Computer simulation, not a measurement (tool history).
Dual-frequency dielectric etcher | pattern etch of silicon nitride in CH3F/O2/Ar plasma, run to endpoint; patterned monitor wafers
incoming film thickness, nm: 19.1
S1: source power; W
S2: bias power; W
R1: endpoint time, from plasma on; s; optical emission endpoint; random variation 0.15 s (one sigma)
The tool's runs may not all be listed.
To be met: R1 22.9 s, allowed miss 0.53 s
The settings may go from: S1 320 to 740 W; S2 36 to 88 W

Run 1, hour 0: S1 530 W, S2 62 W. Result: R1 26.454 s.
Run 2, hour 7.5: S1 590 W, S2 62 W. Result: R1 25.882 s.
Run 3, hour 12.5: S1 590 W, S2 67 W. Result: R1 24.555 s.
Run 4, hour 15: S1 670 W, S2 67 W. Result: R1 24.046 s.
Run 5, hour 21.1: S1 670 W, S2 59 W. Result: R1 25.063 s.
Run 6, hour 27.3: S1 670 W, S2 50 W. Result: R1 26.302 s.
Run 7, hour 29.4: S1 690 W, S2 55 W. Result: R1 25.102 s.
Run 8, hour 33.5: S1 700 W, S2 58 W. Result: R1 24.792 s.

5 next moves are on the table. One of them brings every result within its allowed miss. Which?
Run A, hour 37.6: S1 730 W, S2 80 W. Result: R1 ?.
Run B, hour 37.6: S1 740 W, S2 81 W. Result: R1 ?.
Run C, hour 37.6: S1 600 W, S2 49 W. Result: R1 ?.
Run D, hour 37.6: S1 740 W, S2 77 W. Result: R1 ?.
Run E, hour 37.6: S1 740 W, S2 68 W. Result: R1 ?.

move      R1
   A  21.578
   B  21.382
   C  27.372
   D  21.777
   E  22.762
A: takes the result that was furthest off past its target
B: takes the result that was furthest off past its target
C: further off than the last run
D: takes the result that was furthest off past its target
E: meets every target
Move E is the one to make.

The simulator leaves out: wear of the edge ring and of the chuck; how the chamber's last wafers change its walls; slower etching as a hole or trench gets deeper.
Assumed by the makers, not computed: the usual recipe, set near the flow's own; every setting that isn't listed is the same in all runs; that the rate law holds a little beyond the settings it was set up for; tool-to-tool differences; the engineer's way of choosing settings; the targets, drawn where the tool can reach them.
